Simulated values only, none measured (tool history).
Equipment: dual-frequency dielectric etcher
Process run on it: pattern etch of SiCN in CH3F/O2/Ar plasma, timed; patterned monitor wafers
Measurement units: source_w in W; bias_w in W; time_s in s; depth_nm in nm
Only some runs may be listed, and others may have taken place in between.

run,day,source_w,bias_w,time_s,depth_nm
1,0,330,77,52.5,19.68
2,0.05,330,77,49,18.597
3,0.283,330,87,49,19.556
4,0.371,330,87,49,19.485
5,0.617,330,87,52.5,21.08
6,0.942,300,80,52,19.338
7,0.996,280,74,51.5,18.102

Run 8 comes next. What will it give?
8,1.096,220,64,51,?

Run 8 measured depth_nm 15.367 nm.
